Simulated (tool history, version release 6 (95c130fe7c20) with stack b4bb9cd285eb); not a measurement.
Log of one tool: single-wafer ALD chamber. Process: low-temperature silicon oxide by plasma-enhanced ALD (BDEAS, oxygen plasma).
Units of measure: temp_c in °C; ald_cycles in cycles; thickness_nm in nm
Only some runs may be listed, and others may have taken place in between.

run  hour  temp_c  ald_cycles  thickness_nm
  1   0.0      95          63        9.0493
  2   5.8      95          70        9.9351
  3   9.8      95          77       11.0450
  4  14.3     104          77       10.8480
  5  15.6     105          71        9.9691
     16.9  -- thermocouple changed; heater temperature recalibrated
  6  16.9     105          80       11.3420

Run 7 is up next; what results do you expect?
  7  24.1     117          70             ?

{"run 7": {"thickness_nm": 9.6321}}
